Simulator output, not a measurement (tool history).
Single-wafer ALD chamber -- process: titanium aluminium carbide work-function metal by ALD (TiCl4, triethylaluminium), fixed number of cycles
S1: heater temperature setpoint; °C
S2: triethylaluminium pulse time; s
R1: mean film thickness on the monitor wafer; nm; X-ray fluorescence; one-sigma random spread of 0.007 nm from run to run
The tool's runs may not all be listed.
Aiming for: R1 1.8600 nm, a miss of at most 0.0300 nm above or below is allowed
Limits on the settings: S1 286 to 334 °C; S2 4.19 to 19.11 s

Run 1, hour 0.0: S1 310 °C, S2 11.65 s. Result: R1 2.0614 nm.
Run 2, hour 4.7: S1 305 °C, S2 11.65 s. Result: R1 2.0246 nm.
Run 3, hour 10.8: S1 305 °C, S2 9.39 s. Result: R1 1.9574 nm.
Run 4, hour 15.3: S1 304 °C, S2 9.26 s. Result: R1 1.9474 nm.
Run 5, hour 18.0: S1 304 °C, S2 11.51 s. Result: R1 2.0049 nm.
Run 6, hour 26.7: S1 302 °C, S2 11.32 s. Result: R1 1.9937 nm.
Run 7, hour 35.4: S1 300 °C, S2 11.01 s. Result: R1 1.9709 nm.
Run 8, hour 36.7: S1 298 °C, S2 10.75 s. Result: R1 1.9472 nm.
At hour 42.2: triethylaluminium bottle replaced.
Run 9, hour 42.2: S1 297 °C, S2 10.59 s. Result: R1 1.9824 nm.

Next run, 5 choices. One meets every target within its allowed miss, the rest don't. Which?
Run A, hour 47.7: S1 286 °C, S2 8.78 s. Result: R1 ?.
Run B, hour 47.7: S1 289 °C, S2 11.97 s. Result: R1 ?.
Run C, hour 47.7: S1 294 °C, S2 8.14 s. Result: R1 ?.
Run D, hour 47.7: S1 294 °C, S2 7.84 s. Result: R1 ?.
Run E, hour 47.7: S1 290 °C, S2 9.50 s. Result: R1 ?.

move      R1
   A  1.8600
   B  1.9310
   C  1.9060
   D  1.8973
   E  1.9060
A: every result within its allowed miss
B: closes in on the targets versus the last run, not all within tolerance yet
C: closes in on the targets versus the last run, not all within tolerance yet
D: closes in on the targets versus the last run, not all within tolerance yet
E: closes in on the targets versus the last run, not all within tolerance yet
Move A is the one to make.

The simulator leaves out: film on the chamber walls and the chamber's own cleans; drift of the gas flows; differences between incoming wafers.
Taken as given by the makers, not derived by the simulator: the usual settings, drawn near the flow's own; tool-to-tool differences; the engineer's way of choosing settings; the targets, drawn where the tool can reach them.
